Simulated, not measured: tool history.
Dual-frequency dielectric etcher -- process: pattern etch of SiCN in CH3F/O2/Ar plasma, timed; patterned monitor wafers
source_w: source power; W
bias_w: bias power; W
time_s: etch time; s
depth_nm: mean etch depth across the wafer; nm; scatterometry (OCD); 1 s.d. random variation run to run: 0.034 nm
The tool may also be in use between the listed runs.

{"run": 1, "hour": 0.0, "source_w": 510, "bias_w": 76, "time_s": 31, "depth_nm": 12.832}
{"run": 2, "hour": 2.5, "source_w": 480, "bias_w": 75, "time_s": 31, "depth_nm": 12.621}
{"run": 3, "hour": 4.2, "source_w": 480, "bias_w": 75, "time_s": 31, "depth_nm": 12.645}
{"run": 4, "hour": 12.3, "source_w": 450, "bias_w": 73, "time_s": 31, "depth_nm": 12.39}
{"hour": 14.6, "done": "source power generator calibrated"}
{"run": 5, "hour": 14.6, "source_w": 490, "bias_w": 73, "time_s": 31, "depth_nm": 12.669}
{"run": 6, "hour": 20.0, "source_w": 460, "bias_w": 71, "time_s": 31, "depth_nm": 12.394}
{"run": 7, "hour": 28.6, "source_w": 440, "bias_w": 69, "time_s": 31, "depth_nm": 12.249}
{"run": 8, "hour": 36.5, "source_w": 440, "bias_w": 69, "time_s": 31, "depth_nm": 12.239}

Estimate the outcome of run 9 from the log above:
{"run": 9, "hour": 37.6, "source_w": 420, "bias_w": 67, "time_s": 31, "depth_nm": "?"}

{"run 9": {"depth_nm": 12.094}}

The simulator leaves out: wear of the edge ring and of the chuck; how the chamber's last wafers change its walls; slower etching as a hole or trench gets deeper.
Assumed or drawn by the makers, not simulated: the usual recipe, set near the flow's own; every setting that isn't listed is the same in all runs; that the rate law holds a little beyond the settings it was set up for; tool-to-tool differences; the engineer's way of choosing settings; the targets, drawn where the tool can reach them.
